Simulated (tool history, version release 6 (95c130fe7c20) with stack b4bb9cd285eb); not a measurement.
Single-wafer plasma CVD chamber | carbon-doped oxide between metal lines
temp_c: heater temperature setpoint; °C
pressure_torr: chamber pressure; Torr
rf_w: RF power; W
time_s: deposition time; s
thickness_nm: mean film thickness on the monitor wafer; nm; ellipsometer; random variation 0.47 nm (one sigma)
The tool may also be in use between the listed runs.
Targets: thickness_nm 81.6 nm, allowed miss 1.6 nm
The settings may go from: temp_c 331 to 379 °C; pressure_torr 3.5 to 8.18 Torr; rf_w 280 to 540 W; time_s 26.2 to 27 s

run	hour	temp_c	pressure_torr	rf_w	time_s	thickness_nm
1	0	355	5.84	410	26.2	112.6
2	0.6	359	5.84	410	26.2	111.51
3	3.3	367	5.84	410	26.2	109.88
4	10.7	371	5.32	370	26.2	95.98
5	16.5	372	4.91	360	26.2	93.768
6	21.3	372	4.91	360	26.2	92.6
7	22.2	373	4.61	350	26.2	89.453
8	23.4	374	4.37	345	26.2	88.092
9	29.2	375	4.22	340	26.2	84.76
10	38	376	4.09	340	26.2	85.401
11	44.9	376	3.98	335	26.2	84.573

5 next moves are on the table. One of them brings every result within its allowed miss. Which?
A	51.8	377	3.91	315	26.2	?
B	51.8	371	4.3	340	26.2	?
C	51.8	372	4.7	310	26.2	?
D	51.8	376	3.99	340	26.5	?
E	51.8	379	3.63	330	26.2	?

move	thickness_nm
A	77.977
B	86.76
C	78.851
D	86.205
E	81.26
A: takes the result that was furthest off past its target
B: further off than the last run
C: takes the result that was furthest off past its target
D: further off than the last run
E: meets every target
Move E is the one to make.

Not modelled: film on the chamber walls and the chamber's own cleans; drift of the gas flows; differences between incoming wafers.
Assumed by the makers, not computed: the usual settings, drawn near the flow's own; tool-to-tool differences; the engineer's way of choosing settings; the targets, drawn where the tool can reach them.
